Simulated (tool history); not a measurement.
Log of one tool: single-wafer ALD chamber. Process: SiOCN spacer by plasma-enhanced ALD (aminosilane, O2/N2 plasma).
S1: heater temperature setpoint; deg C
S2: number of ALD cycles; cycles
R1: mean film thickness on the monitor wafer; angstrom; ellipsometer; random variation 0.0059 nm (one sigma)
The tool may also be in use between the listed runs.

Run 1, hour 0.0: S1 405 deg C, S2 54 cycles. Result: R1 34.631 angstrom.
Run 2, hour 8.0: S1 406 deg C, S2 53 cycles. Result: R1 33.886 angstrom.
Run 3, hour 10.2: S1 406 deg C, S2 49 cycles. Result: R1 31.350 angstrom.
Run 4, hour 13.5: S1 407 deg C, S2 48 cycles. Result: R1 30.574 angstrom.
At hour 18.1: thermocouple changed; heater temperature recalibrated.
Run 5, hour 18.1: S1 408 deg C, S2 48 cycles. Result: R1 30.320 angstrom.
Run 6, hour 22.2: S1 409 deg C, S2 48 cycles. Result: R1 30.215 angstrom.
Run 7, hour 26.1: S1 415 deg C, S2 43 cycles. Result: R1 26.491 angstrom.
Run 8, hour 31.4: S1 414 deg C, S2 43 cycles. Result: R1 26.522 angstrom.

Forecast run 9:
Run 9, hour 36.6: S1 413 deg C, S2 43 cycles. Result: R1 ?.

R1: 26.531 angstrom
